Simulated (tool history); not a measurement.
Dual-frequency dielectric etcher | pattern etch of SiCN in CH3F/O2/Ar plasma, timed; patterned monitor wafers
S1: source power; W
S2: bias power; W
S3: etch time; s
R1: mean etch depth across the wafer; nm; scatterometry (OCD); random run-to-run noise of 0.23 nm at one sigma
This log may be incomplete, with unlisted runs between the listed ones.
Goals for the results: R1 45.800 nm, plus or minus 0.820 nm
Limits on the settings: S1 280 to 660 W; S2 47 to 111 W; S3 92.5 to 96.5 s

{"run": 1, "hour": 0.0, "S1": 470, "S2": 79, "S3": 92.5, "R1": 42.712}
{"run": 2, "hour": 1.8, "S1": 480, "S2": 79, "S3": 92.5, "R1": 43.253}
{"run": 3, "hour": 2.8, "S1": 480, "S2": 84, "S3": 92.5, "R1": 44.48}
{"run": 4, "hour": 9.6, "S1": 420, "S2": 84, "S3": 92.5, "R1": 41.524}
{"run": 5, "hour": 10.8, "S1": 350, "S2": 84, "S3": 92.5, "R1": 38.233}
{"run": 6, "hour": 16.8, "S1": 380, "S2": 85, "S3": 92.5, "R1": 40.302}
{"run": 7, "hour": 24.3, "S1": 400, "S2": 85, "S3": 92.5, "R1": 41.131}
{"run": 8, "hour": 30.3, "S1": 420, "S2": 85, "S3": 92.5, "R1": 41.999}
{"run": 9, "hour": 36.2, "S1": 420, "S2": 85, "S3": 92.5, "R1": 41.98}
{"run": 10, "hour": 41.3, "S1": 430, "S2": 85, "S3": 92.5, "R1": 42.635}
{"run": 11, "hour": 48.6, "S1": 440, "S2": 85, "S3": 92.5, "R1": 42.983}
{"run": 12, "hour": 56.9, "S1": 450, "S2": 85, "S3": 92.5, "R1": 43.584}
{"run": 13, "hour": 65.5, "S1": 460, "S2": 85, "S3": 92.5, "R1": 44.093}
{"run": 14, "hour": 69.3, "S1": 470, "S2": 85, "S3": 92.5, "R1": 44.283}
{"run": 15, "hour": 74.4, "S1": 480, "S2": 85, "S3": 92.5, "R1": 44.55}
{"run": 16, "hour": 75.4, "S1": 480, "S2": 85, "S3": 92.5, "R1": 44.996}

Pick the move, out of 4, that brings all results within their allowed miss; only one does.
{"run": "A", "hour": 76.4, "S1": 490, "S2": 81, "S3": 93.5, "R1": "?"}
{"run": "B", "hour": 76.4, "S1": 510, "S2": 80, "S3": 92.5, "R1": "?"}
{"run": "C", "hour": 76.4, "S1": 520, "S2": 78, "S3": 92.5, "R1": "?"}
{"run": "D", "hour": 76.4, "S1": 540, "S2": 77, "S3": 95.5, "R1": "?"}

move=A R1=44.309
move=B R1=44.313
move=C R1=44.062
move=D R1=45.924
A: lands further from the targets than the last run did
B: lands further from the targets than the last run did
C: lands further from the targets than the last run did
D: meets every target
The right move is D.

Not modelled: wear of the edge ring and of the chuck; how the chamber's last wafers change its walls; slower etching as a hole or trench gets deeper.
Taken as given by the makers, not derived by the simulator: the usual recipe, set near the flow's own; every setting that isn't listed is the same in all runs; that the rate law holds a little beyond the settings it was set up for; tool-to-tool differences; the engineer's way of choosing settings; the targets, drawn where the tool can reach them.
